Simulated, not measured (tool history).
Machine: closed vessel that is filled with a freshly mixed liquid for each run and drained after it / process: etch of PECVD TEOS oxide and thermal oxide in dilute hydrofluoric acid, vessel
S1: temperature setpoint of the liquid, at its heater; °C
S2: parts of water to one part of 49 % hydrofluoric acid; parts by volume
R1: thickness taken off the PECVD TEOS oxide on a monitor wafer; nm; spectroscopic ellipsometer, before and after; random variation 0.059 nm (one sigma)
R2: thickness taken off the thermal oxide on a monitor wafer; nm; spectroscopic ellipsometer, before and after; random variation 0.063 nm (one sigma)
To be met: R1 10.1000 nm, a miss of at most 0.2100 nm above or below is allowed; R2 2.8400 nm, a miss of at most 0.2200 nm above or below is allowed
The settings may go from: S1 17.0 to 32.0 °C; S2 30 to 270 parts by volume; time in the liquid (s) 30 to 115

run 1 hour=0.0 | S1=24.0 S2=150 time_in_the_liquid_(s)=60 | R1=6.2907 R2=1.7420
run 2 hour=1.9 | S1=25.5 S2=145 time_in_the_liquid_(s)=60 | R1=6.8994 R2=2.0114
run 3 hour=8.7 | S1=25.5 S2=165 time_in_the_liquid_(s)=60 | R1=5.9247 R2=1.6889
run 4 hour=14.8 | S1=25.5 S2=165 time_in_the_liquid_(s)=75 | R1=7.3992 R2=2.1013
run 5 hour=20.6 | S1=25.5 S2=165 time_in_the_liquid_(s)=55 | R1=5.3991 R2=1.5362
run 6 hour=22.3 | S1=26.5 S2=155 time_in_the_liquid_(s)=55 | R1=6.0247 R2=1.7086
run 7 hour=29.1 | S1=30.5 S2=105 time_in_the_liquid_(s)=55 | R1=11.0270 R2=3.1383
run 8 hour=31.9 | S1=30.0 S2=105 time_in_the_liquid_(s)=55 | R1=11.0090 R2=3.1049
run 9 hour=32.8 | S1=29.5 S2=105 time_in_the_liquid_(s)=55 | R1=10.7250 R2=3.1030
run 10 hour=36.3 | S1=29.0 S2=105 time_in_the_liquid_(s)=55 | R1=10.4500 R2=2.8653
run 11 hour=43.9 | S1=28.5 S2=110 time_in_the_liquid_(s)=55 | R1=9.7370 R2=2.7965

Consider the 4 candidate settings below. Which is the only one whose results all fall within their allowed miss of target?
run A hour=51.5 | S1=26.0 S2=150 time_in_the_liquid_(s)=85 | R1=? R2=?
run B hour=51.5 | S1=29.5 S2=120 time_in_the_liquid_(s)=60 | R1=? R2=?
run C hour=51.5 | S1=30.5 S2=175 time_in_the_liquid_(s)=85 | R1=? R2=?
run D hour=51.5 | S1=29.0 S2=115 time_in_the_liquid_(s)=55 | R1=? R2=?

move=A R1=9.5765 R2=2.7132
move=B R1=10.0010 R2=2.8334
move=C R1=9.3683 R2=2.6542
move=D R1=9.4532 R2=2.6783
A: further off than the last run
B: hits every target within its allowed miss
C: further off than the last run
D: further off than the last run
Correct choice: B, which meets every target

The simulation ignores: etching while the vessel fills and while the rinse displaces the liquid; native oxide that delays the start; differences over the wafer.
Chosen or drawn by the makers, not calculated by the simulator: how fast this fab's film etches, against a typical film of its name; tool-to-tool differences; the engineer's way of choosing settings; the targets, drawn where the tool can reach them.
